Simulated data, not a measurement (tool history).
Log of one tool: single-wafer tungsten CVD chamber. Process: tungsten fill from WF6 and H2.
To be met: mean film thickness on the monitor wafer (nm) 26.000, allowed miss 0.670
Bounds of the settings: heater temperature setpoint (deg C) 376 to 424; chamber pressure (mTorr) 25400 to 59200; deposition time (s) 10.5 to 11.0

run  hour  heater temperature setpoint (deg C)  chamber pressure (mTorr)  deposition time (s)  mean film thickness on the monitor wafer (nm)
  1   0.0                                  400                     42300                 11.0                                         36.254
  2   6.2                                  394                     41900                 11.0                                         32.515
  3  13.2                                  394                     47000                 11.0                                         35.173
  4  15.4                                  383                     47000                 11.0                                         29.197
  5  16.4                                  381                     46900                 11.0                                         28.108
  6  22.0                                  381                     46900                 11.0                                         28.076
  7  24.6                                  380                     46800                 11.0                                         27.602
  8  28.9                                  379                     46700                 11.0                                         27.213

Which of these 4 next moves meets every target?
  A  33.2                                  381                     48000                 10.5                                              ?
  B  33.2                                  382                     42800                 10.7                                              ?
  C  33.2                                  381                     46900                 10.7                                              ?
  D  33.2                                  376                     54800                 10.9                                              ?

move  mean film thickness on the monitor wafer (nm)
   A                                         27.156
   B                                         26.101
   C                                         27.261
   D                                         27.990
A: as far off as the last run
B: meets every target
C: as far off as the last run
D: further off than the last run
Answer: B
